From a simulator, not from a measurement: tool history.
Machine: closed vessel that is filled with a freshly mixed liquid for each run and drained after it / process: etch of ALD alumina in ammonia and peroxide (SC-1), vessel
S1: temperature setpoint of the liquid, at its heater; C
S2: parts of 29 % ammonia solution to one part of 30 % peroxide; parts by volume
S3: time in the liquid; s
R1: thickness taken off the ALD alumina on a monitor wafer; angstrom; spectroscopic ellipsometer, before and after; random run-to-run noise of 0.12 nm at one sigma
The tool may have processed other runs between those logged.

Run 1, hour 0: S1 59 C, S2 0.9 parts by volume, S3 330 s. Result: R1 251.45 angstrom.
Run 2, hour 7.2: S1 59.5 C, S2 0.9 parts by volume, S3 330 s. Result: R1 256.42 angstrom.
Run 3, hour 13.5: S1 60.5 C, S2 0.9 parts by volume, S3 330 s. Result: R1 271.64 angstrom.
Run 4, hour 20.8: S1 60.5 C, S2 0.9 parts by volume, S3 240 s. Result: R1 195.53 angstrom.
Run 5, hour 24.2: S1 61.5 C, S2 0.9 parts by volume, S3 245 s. Result: R1 210.64 angstrom.
Run 6, hour 28.8: S1 55.5 C, S2 0.9 parts by volume, S3 245 s. Result: R1 155.42 angstrom.
Run 7, hour 35.2: S1 56.5 C, S2 0.9 parts by volume, S3 245 s. Result: R1 164.51 angstrom.
Run 8, hour 36.7: S1 57.5 C, S2 0.9 parts by volume, S3 245 s. Result: R1 172.4 angstrom.
Run 9, hour 43.3: S1 58.5 C, S2 0.9 parts by volume, S3 245 s. Result: R1 182 angstrom.
Run 10, hour 47.9: S1 59.5 C, S2 0.9 parts by volume, S3 245 s. Result: R1 191.2 angstrom.
Run 11, hour 52.9: S1 60.5 C, S2 0.9 parts by volume, S3 245 s. Result: R1 201.63 angstrom.
Run 12, hour 60.5: S1 61.5 C, S2 0.9 parts by volume, S3 245 s. Result: R1 212.8 angstrom.

What will run 13 give?
Run 13, hour 66.7: S1 62 C, S2 0.9 parts by volume, S3 245 s. Result: R1 ?.

R1: 216.22 angstrom
